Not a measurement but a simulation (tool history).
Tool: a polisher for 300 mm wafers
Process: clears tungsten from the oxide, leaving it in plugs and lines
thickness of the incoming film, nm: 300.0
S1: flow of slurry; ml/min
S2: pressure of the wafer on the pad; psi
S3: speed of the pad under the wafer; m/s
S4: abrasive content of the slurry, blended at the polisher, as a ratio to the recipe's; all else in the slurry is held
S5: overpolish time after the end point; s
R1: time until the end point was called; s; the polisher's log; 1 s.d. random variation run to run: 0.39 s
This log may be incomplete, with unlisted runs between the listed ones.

run  hour   S1   S2    S3  S4  S5      R1
  1     0  290  4.8  1.32   1  14  31.613
  2   3.8  290    5  1.32   1  14  30.937
  3   9.8  290  5.2  1.32   1  14  30.426
  4  15.9  290  5.4  1.32   1  14   29.57
  5  21.4  290    5  1.32   1  14  31.158
  6    23  330    5  1.32   1  14  30.801
  7    29  330  5.2  1.32   1  14  29.781
  8  30.6  330  5.3  1.32   1  14  29.866
  9  35.9  330  5.5  1.32   1  14  28.965

Predict the results of run 10:
 10  39.3  330  5.6  1.32   1  14   ?

{"run 10": {"R1": 28.722}}
